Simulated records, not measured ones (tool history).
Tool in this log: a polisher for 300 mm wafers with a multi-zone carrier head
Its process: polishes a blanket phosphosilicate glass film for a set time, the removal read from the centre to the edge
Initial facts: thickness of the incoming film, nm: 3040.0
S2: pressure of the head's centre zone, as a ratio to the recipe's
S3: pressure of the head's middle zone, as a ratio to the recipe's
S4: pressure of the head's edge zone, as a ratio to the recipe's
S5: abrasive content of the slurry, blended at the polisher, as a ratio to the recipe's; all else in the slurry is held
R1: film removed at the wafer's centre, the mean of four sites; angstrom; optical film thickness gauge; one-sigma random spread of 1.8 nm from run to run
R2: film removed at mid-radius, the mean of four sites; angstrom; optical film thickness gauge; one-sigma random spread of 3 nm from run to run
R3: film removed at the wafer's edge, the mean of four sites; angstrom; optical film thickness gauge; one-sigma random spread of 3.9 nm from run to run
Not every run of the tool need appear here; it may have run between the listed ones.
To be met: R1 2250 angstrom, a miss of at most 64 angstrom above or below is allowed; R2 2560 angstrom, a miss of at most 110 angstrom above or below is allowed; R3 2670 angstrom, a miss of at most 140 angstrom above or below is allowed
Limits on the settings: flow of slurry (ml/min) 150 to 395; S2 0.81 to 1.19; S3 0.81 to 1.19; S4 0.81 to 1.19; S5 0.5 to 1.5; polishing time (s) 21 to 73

run 1 hour=0 | flow_of_slurry_(ml/min)=250 S2=1 S3=1 S4=1 S5=1 polishing_time_(s)=47 | R1=3699 R2=3714.8 R3=3809.5
run 2 hour=5.4 | flow_of_slurry_(ml/min)=250 S2=1.06 S3=1 S4=1 S5=1 polishing_time_(s)=47 | R1=3930.4 R2=3653.2 R3=3854.9
run 3 hour=11.9 | flow_of_slurry_(ml/min)=250 S2=1.06 S3=1 S4=0.92 S5=1 polishing_time_(s)=47 | R1=3869.1 R2=3754.7 R3=3583.3
run 4 hour=19.5 | flow_of_slurry_(ml/min)=250 S2=1.06 S3=1 S4=0.92 S5=1.15 polishing_time_(s)=47 | R1=4116.1 R2=3872.6 R3=3857.4
run 5 hour=22.5 | flow_of_slurry_(ml/min)=250 S2=1.06 S3=0.93 S4=0.92 S5=1.15 polishing_time_(s)=47 | R1=4192.8 R2=3740.8 R3=3816.6
run 6 hour=29.8 | flow_of_slurry_(ml/min)=245 S2=1.03 S3=0.92 S4=0.94 S5=1.05 polishing_time_(s)=46 | R1=3750.3 R2=3441.7 R3=3724.3
run 7 hour=31.8 | flow_of_slurry_(ml/min)=245 S2=1.01 S3=0.92 S4=0.93 S5=0.95 polishing_time_(s)=45 | R1=3480.6 R2=3317.8 R3=3427.9
run 8 hour=37.6 | flow_of_slurry_(ml/min)=240 S2=0.99 S3=0.91 S4=0.93 S5=0.9 polishing_time_(s)=45 | R1=3320.7 R2=3214.1 R3=3300.6
run 9 hour=42 | flow_of_slurry_(ml/min)=235 S2=0.96 S3=0.9 S4=0.94 S5=0.85 polishing_time_(s)=45 | R1=3178.2 R2=3085.3 R3=3326.1
run 10 hour=43.5 | flow_of_slurry_(ml/min)=230 S2=0.94 S3=0.9 S4=0.93 S5=0.8 polishing_time_(s)=45 | R1=3039.3 R2=3023.3 R3=3284.3
run 11 hour=46 | flow_of_slurry_(ml/min)=230 S2=0.92 S3=0.9 S4=0.92 S5=0.75 polishing_time_(s)=44 | R1=2809.2 R2=2872.6 R3=3030.3
run 12 hour=49.7 | flow_of_slurry_(ml/min)=230 S2=0.92 S3=0.9 S4=0.92 S5=0.75 polishing_time_(s)=44 | R1=2855.8 R2=2880.1 R3=3134.8
run 13 hour=58 | flow_of_slurry_(ml/min)=205 S2=0.82 S3=0.91 S4=0.84 S5=0.5 polishing_time_(s)=43 | R1=2095.7 R2=2429.5 R3=2487.6
run 14 hour=63.6 | flow_of_slurry_(ml/min)=210 S2=0.82 S3=0.91 S4=0.85 S5=0.5 polishing_time_(s)=43 | R1=2116.9 R2=2417 R3=2452.2
run 15 hour=69.2 | flow_of_slurry_(ml/min)=210 S2=0.82 S3=0.91 S4=0.86 S5=0.5 polishing_time_(s)=43 | R1=2111.1 R2=2452.5 R3=2497.9
run 16 hour=71.2 | flow_of_slurry_(ml/min)=215 S2=0.82 S3=0.91 S4=0.87 S5=0.5 polishing_time_(s)=43 | R1=2120.6 R2=2425.3 R3=2551.8
run 17 hour=74.2 | flow_of_slurry_(ml/min)=220 S2=0.82 S3=0.92 S4=0.87 S5=0.5 polishing_time_(s)=43 | R1=2131.6 R2=2475.2 R3=2478.1
run 18 hour=79.3 | flow_of_slurry_(ml/min)=220 S2=0.82 S3=0.92 S4=0.88 S5=0.5 polishing_time_(s)=43 | R1=2128.8 R2=2532.2 R3=2520.3
run 19 hour=82.4 | flow_of_slurry_(ml/min)=220 S2=0.82 S3=0.92 S4=0.89 S5=0.5 polishing_time_(s)=43 | R1=2118.4 R2=2429.2 R3=2574.5
run 20 hour=91.2 | flow_of_slurry_(ml/min)=225 S2=0.82 S3=0.92 S4=0.89 S5=0.5 polishing_time_(s)=43 | R1=2143.5 R2=2452.6 R3=2581.3
run 21 hour=99 | flow_of_slurry_(ml/min)=230 S2=0.82 S3=0.92 S4=0.89 S5=0.5 polishing_time_(s)=43 | R1=2125.2 R2=2438.1 R3=2467.3
run 22 hour=104.6 | flow_of_slurry_(ml/min)=225 S2=0.83 S3=0.92 S4=0.89 S5=0.5 polishing_time_(s)=43 | R1=2159.3 R2=2459.2 R3=2553.6
run 23 hour=113.5 | flow_of_slurry_(ml/min)=225 S2=0.83 S3=0.92 S4=0.9 S5=0.5 polishing_time_(s)=43 | R1=2172.5 R2=2512 R3=2546.2

Pick the move, out of 5, that brings all results within their allowed miss; only one does.
run A hour=122.4 | flow_of_slurry_(ml/min)=240 S2=0.83 S3=0.91 S4=0.92 S5=0.55 polishing_time_(s)=43 | R1=? R2=? R3=?
run B hour=122.4 | flow_of_slurry_(ml/min)=225 S2=0.89 S3=1 S4=0.87 S5=0.7 polishing_time_(s)=36 | R1=? R2=? R3=?
run C hour=122.4 | flow_of_slurry_(ml/min)=255 S2=0.92 S3=1.02 S4=0.88 S5=0.5 polishing_time_(s)=39 | R1=? R2=? R3=?
run D hour=122.4 | flow_of_slurry_(ml/min)=230 S2=0.89 S3=0.91 S4=0.88 S5=0.5 polishing_time_(s)=40 | R1=? R2=? R3=?
run E hour=122.4 | flow_of_slurry_(ml/min)=260 S2=0.82 S3=0.84 S4=0.84 S5=0.5 polishing_time_(s)=41 | R1=? R2=? R3=?

move=A R1=2249.8 R2=2598.4 R3=2684.7
move=B R1=2188.6 R2=2533.7 R3=2375.4
move=C R1=2205 R2=2503 R3=2314.5
move=D R1=2159.5 R2=2325 R3=2357.8
move=E R1=2066.1 R2=2272.9 R3=2392.3
A: in spec on every target
B: meets the target for the result that was furthest off, but another lies outside its allowed miss
C: meets the target for the result that was furthest off, but another lies outside its allowed miss
D: its largest miss is bigger than the last run's
E: its largest miss is bigger than the last run's
Answer: A
